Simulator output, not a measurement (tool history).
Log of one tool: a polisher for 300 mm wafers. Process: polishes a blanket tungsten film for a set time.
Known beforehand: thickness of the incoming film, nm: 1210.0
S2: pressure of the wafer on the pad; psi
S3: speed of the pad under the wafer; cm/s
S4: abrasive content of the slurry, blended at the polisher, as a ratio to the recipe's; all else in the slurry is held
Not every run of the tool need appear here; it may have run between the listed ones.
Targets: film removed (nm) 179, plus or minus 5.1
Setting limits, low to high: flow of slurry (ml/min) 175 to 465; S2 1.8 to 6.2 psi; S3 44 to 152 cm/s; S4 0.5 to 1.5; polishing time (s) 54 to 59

Run 1, hour 0: flow of slurry (ml/min) 295, S2 4 psi, S3 98 cm/s, S4 1, polishing time (s) 59. Result: film removed (nm) 299.58.
Run 2, hour 7: flow of slurry (ml/min) 295, S2 3.6 psi, S3 98 cm/s, S4 1, polishing time (s) 59. Result: film removed (nm) 270.54.
Run 3, hour 13.5: flow of slurry (ml/min) 295, S2 3.3 psi, S3 98 cm/s, S4 1, polishing time (s) 59. Result: film removed (nm) 249.29.
Run 4, hour 16.8: flow of slurry (ml/min) 295, S2 3 psi, S3 98 cm/s, S4 1, polishing time (s) 59. Result: film removed (nm) 227.96.
Run 5, hour 19.4: flow of slurry (ml/min) 295, S2 3 psi, S3 110 cm/s, S4 1, polishing time (s) 59. Result: film removed (nm) 255.16.
Run 6, hour 24.2: flow of slurry (ml/min) 295, S2 3.4 psi, S3 110 cm/s, S4 1, polishing time (s) 59. Result: film removed (nm) 285.37.
Run 7, hour 33.1: flow of slurry (ml/min) 295, S2 3.1 psi, S3 110 cm/s, S4 1, polishing time (s) 59. Result: film removed (nm) 261.83.
Run 8, hour 38.4: flow of slurry (ml/min) 295, S2 2.8 psi, S3 110 cm/s, S4 1, polishing time (s) 59. Result: film removed (nm) 236.24.
Run 9, hour 41.3: flow of slurry (ml/min) 295, S2 2.6 psi, S3 110 cm/s, S4 1, polishing time (s) 59. Result: film removed (nm) 221.99.
Run 10, hour 45.7: flow of slurry (ml/min) 295, S2 2.5 psi, S3 110 cm/s, S4 1, polishing time (s) 59. Result: film removed (nm) 213.55.
Run 11, hour 54.4: flow of slurry (ml/min) 295, S2 2.4 psi, S3 110 cm/s, S4 1, polishing time (s) 59. Result: film removed (nm) 208.72.

Exactly one of the 5 candidate moves below puts every result within its allowed miss. Which one?
Run A, hour 63.1: flow of slurry (ml/min) 255, S2 2.8 psi, S3 76 cm/s, S4 1.05, polishing time (s) 59. Result: film removed (nm) ?.
Run B, hour 63.1: flow of slurry (ml/min) 295, S2 2.7 psi, S3 90 cm/s, S4 0.95, polishing time (s) 54. Result: film removed (nm) ?.
Run C, hour 63.1: flow of slurry (ml/min) 300, S2 2.1 psi, S3 104 cm/s, S4 1.05, polishing time (s) 57. Result: film removed (nm) ?.
Run D, hour 63.1: flow of slurry (ml/min) 315, S2 2.2 psi, S3 106 cm/s, S4 1.05, polishing time (s) 57. Result: film removed (nm) ?.
Run E, hour 63.1: flow of slurry (ml/min) 305, S2 2.4 psi, S3 130 cm/s, S4 1.05, polishing time (s) 54. Result: film removed (nm) ?.

move  film removed (nm)
   A             167.14
   B             170.64
   C             168.81
   D             180.43
   E             225.91
A: moves the result that the last run missed by most past its target, out the other side
B: moves the result that the last run missed by most past its target, out the other side
C: moves the result that the last run missed by most past its target, out the other side
D: meets every target
E: the biggest miss grows against the last run
Move D is the one to make.
